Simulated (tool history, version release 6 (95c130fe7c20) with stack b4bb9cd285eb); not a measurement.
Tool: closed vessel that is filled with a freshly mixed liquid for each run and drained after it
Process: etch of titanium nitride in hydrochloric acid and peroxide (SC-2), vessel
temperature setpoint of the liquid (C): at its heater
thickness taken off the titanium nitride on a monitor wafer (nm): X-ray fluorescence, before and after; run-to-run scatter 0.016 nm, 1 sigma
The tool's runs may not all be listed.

run  hour  temperature setpoint of the liquid (C)  parts of water to one part each of 37 % hydrochloric acid and 30 % peroxide (parts by volume)  time in the liquid (s)  thickness taken off the titanium nitride on a monitor wafer (nm)
  1     0                                      58                                                                                           11.5                      95                                                              5.57
  2   1.9                                      58                                                                                             14                      95                                                            4.6683
  3     4                                      56                                                                                             14                      95                                                            4.1458
  4  12.8                                      56                                                                                            9.5                      95                                                            5.7463
  5  19.2                                      53                                                                                            9.5                      95                                                            4.7129
  6  20.2                                      51                                                                                            9.5                      95                                                            4.1531
  7    27                                    49.5                                                                                            9.5                      95                                                            3.7497

What does the tool deliver on the next run?
  8  34.5                                    48.5                                                                                            9.5                      95                                                                 ?

{"run 8": {"thickness taken off the titanium nitride on a monitor wafer (nm)": 3.5071}}
